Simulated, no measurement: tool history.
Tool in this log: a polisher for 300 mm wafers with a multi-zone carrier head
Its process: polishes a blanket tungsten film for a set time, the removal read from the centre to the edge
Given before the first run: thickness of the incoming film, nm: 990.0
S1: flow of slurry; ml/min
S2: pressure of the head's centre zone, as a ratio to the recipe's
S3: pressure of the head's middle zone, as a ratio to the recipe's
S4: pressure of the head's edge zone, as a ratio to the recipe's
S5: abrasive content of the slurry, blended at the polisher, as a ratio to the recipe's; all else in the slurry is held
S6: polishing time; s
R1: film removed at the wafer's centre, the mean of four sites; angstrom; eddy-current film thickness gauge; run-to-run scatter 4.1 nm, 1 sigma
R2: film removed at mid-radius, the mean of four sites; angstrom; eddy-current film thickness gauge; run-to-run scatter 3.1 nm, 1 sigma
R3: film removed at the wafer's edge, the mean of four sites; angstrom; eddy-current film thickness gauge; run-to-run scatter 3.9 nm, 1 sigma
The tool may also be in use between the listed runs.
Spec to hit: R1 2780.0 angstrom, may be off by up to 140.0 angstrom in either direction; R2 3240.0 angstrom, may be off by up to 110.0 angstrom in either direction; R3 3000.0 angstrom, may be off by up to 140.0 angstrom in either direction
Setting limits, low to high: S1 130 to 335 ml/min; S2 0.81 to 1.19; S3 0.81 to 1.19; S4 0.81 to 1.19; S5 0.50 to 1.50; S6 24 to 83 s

run    day   S1    S2    S3    S4    S5  S6      R1      R2      R3
  1  0.000  215  1.00  1.00  1.00  1.00  53  2110.0  2059.1  2066.8
  2  0.246  215  1.00  0.94  1.00  1.00  53  2136.7  1979.3  2066.7
  3  0.600  175  1.00  0.94  1.00  1.00  53  2098.7  1914.3  2025.7
  4  0.904  130  1.00  0.94  1.00  1.00  53  1914.8  1790.8  1891.9
  5  0.929  130  1.00  0.90  1.00  1.00  53  1924.4  1684.8  1938.9
  6  1.000  130  1.00  0.90  0.96  1.00  53  1898.0  1721.3  1900.0
  7  1.054  150  0.98  0.92  0.98  1.05  55  2035.7  1913.5  2020.4
  8  1.296  165  0.96  0.93  1.01  1.10  56  2086.9  2010.1  2190.7
  9  1.546  225  0.98  1.03  1.04  1.35  63  2647.4  2714.2  2594.0
 10  1.908  230  0.97  1.04  1.05  1.35  63  2659.8  2733.7  2695.5
 11  1.933  235  0.96  1.06  1.06  1.35  63  2614.5  2784.5  2727.4
 12  2.225  240  0.96  1.07  1.07  1.35  63  2682.4  2824.4  2762.3
 13  2.325  245  0.95  1.09  1.07  1.35  63  2582.5  2876.3  2761.5
 14  2.667  250  0.95  1.10  1.08  1.35  63  2616.0  2906.9  2733.4

Of the 5 settings listed for the next run, only one would bring every result within its allowed miss of target. Which one?
  A  3.008  310  0.94  1.16  1.13  1.50  65   ?   ?   ?
  B  3.008  260  0.93  1.11  1.14  1.50  74   ?   ?   ?
  C  3.008  240  0.93  1.01  1.08  1.30  69   ?   ?   ?
  D  3.008  260  1.03  1.12  1.07  1.35  69   ?   ?   ?
  E  3.008  315  1.06  1.14  1.10  1.30  67   ?   ?   ?

move      R1      R2      R3
   A  2855.7  3231.0  3052.0
   B  3148.2  3479.3  3442.1
   C  2813.4  2882.9  3009.1
   D  3181.0  3193.7  3037.9
   E  3227.1  3186.4  3013.7
A: every result lands within tolerance
B: takes the result that was furthest off past its target
C: its largest miss is bigger than the last run's
D: brings the last run's worst result on target, with another outside its allowed miss
E: brings the last run's worst result on target, with another outside its allowed miss
The right move is A.
